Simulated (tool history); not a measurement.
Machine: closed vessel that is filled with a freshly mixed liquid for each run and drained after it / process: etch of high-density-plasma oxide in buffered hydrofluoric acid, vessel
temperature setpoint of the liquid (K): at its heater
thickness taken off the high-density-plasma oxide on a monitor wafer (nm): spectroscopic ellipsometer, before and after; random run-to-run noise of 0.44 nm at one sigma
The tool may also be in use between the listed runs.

| run | day | temperature setpoint of the liquid (K) | parts of 40 % ammonium fluoride to one part of 49 % hydrofluoric acid (parts by volume) | time in the liquid (s) | thickness taken off the high-density-plasma oxide on a monitor wafer (nm) |
|---|---|---|---|---|---|
| 1 | 0 | 293.15 | 15 | 90 | 79.482 |
| 2 | 0.062 | 296.15 | 15 | 90 | 94.494 |
| 3 | 0.408 | 295.15 | 15 | 90 | 90.678 |
| 4 | 0.596 | 294.65 | 15 | 90 | 87.544 |
| 5 | 0.962 | 294.15 | 15 | 90 | 84.74 |
| 6 | 1.108 | 297.15 | 15 | 90 | 99.133 |
| 7 | 1.404 | 296.15 | 15 | 90 | 94.163 |

What will run 8 give?
| 8 | 1.512 | 295.65 | 15 | 90 | ? |

thickness taken off the high-density-plasma oxide on a monitor wafer (nm): 92.229
